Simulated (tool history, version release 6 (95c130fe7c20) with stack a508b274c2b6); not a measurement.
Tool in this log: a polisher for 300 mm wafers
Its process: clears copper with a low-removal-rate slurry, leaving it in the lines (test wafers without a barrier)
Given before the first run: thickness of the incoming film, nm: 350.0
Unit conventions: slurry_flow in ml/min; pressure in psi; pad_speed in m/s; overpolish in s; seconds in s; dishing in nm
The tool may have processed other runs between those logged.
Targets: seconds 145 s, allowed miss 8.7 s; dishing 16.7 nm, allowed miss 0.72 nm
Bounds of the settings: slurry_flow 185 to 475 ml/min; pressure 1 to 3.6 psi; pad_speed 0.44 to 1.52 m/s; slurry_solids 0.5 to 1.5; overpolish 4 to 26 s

run 1 hour=0 | slurry_flow=305 pressure=2.3 pad_speed=0.98 slurry_solids=1 overpolish=13 | seconds=180.24 dishing=18.724
run 2 hour=3.5 | slurry_flow=305 pressure=2.3 pad_speed=0.98 slurry_solids=1 overpolish=19 | seconds=177.84 dishing=26.83
run 3 hour=10.1 | slurry_flow=305 pressure=2.3 pad_speed=0.98 slurry_solids=1 overpolish=23 | seconds=179.24 dishing=31.55
run 4 hour=11.6 | slurry_flow=305 pressure=2.3 pad_speed=1.2 slurry_solids=1 overpolish=23 | seconds=155.24 dishing=37.095
run 5 hour=19.8 | slurry_flow=305 pressure=2.1 pad_speed=1.2 slurry_solids=1 overpolish=23 | seconds=167.25 dishing=33.363
run 6 hour=26.4 | slurry_flow=345 pressure=2.1 pad_speed=1.2 slurry_solids=1 overpolish=23 | seconds=157.62 dishing=34.249
run 7 hour=31.9 | slurry_flow=380 pressure=2 pad_speed=1.24 slurry_solids=1 overpolish=19 | seconds=166.21 dishing=28.705
run 8 hour=39.6 | slurry_flow=385 pressure=2.1 pad_speed=1.26 slurry_solids=1 overpolish=14 | seconds=156.43 dishing=22.772
run 9 hour=47.8 | slurry_flow=380 pressure=2.1 pad_speed=1.28 slurry_solids=1 overpolish=12 | seconds=147.94 dishing=20.669
run 10 hour=55.1 | slurry_flow=375 pressure=2.1 pad_speed=1.3 slurry_solids=1 overpolish=11 | seconds=149.73 dishing=19.24
run 11 hour=63.1 | slurry_flow=360 pressure=2.1 pad_speed=1.32 slurry_solids=1 overpolish=10 | seconds=151.9 dishing=17.641

Below are 4 possible settings for the next run. Only one of them brings all results inside the allowed miss of their targets. Which is it?
run A hour=71.1 | slurry_flow=335 pressure=2 pad_speed=1.44 slurry_solids=0.95 overpolish=9 | seconds=? dishing=?
run B hour=71.1 | slurry_flow=345 pressure=2.1 pad_speed=1.32 slurry_solids=1 overpolish=11 | seconds=? dishing=?
run C hour=71.1 | slurry_flow=360 pressure=2.2 pad_speed=1.22 slurry_solids=1.2 overpolish=11 | seconds=? dishing=?
run D hour=71.1 | slurry_flow=205 pressure=2.1 pad_speed=1.42 slurry_solids=1.05 overpolish=11 | seconds=? dishing=?

move=A seconds=147.26 dishing=16.23
move=B seconds=150.77 dishing=19.12
move=C seconds=148.89 dishing=19.361
move=D seconds=146.99 dishing=19.568
A: every result within its allowed miss
B: the biggest miss grows against the last run
C: the biggest miss grows against the last run
D: the biggest miss grows against the last run
Correct choice: A, which meets every target
